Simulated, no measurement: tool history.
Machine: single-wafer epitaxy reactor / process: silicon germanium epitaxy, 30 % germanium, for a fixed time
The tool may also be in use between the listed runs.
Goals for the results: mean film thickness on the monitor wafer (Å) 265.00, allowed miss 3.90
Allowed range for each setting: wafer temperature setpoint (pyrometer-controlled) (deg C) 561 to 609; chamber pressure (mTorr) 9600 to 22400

run,hour,wafer temperature setpoint (pyrometer-controlled) (deg C),chamber pressure (mTorr),mean film thickness on the monitor wafer (Å)
1,0.0,585,16000,401.46
2,5.5,585,17200,417.99
3,7.8,578,17100,362.62
4,13.6,586,17100,424.43
5,21.2,579,17000,368.64
6,24.0,574,17000,334.10
7,28.7,570,17000,310.38
8,33.2,568,17000,298.43
9,41.9,566,17000,285.63
10,43.4,565,17000,282.11
11,51.8,564,17000,276.74
12,59.6,561,17000,260.16

Exactly one of the 4 candidate moves below puts every result within its allowed miss. Which one?
A,67.4,562,16200,?
B,67.4,561,16700,?
C,67.4,562,15900,?
D,67.4,565,15100,?

move,mean film thickness on the monitor wafer (Å)
A,259.26
B,257.84
C,256.95
D,266.05
A: its largest miss is bigger than the last run's
B: its largest miss is bigger than the last run's
C: its largest miss is bigger than the last run's
D: every result lands within tolerance
Go with D: it meets all targets.
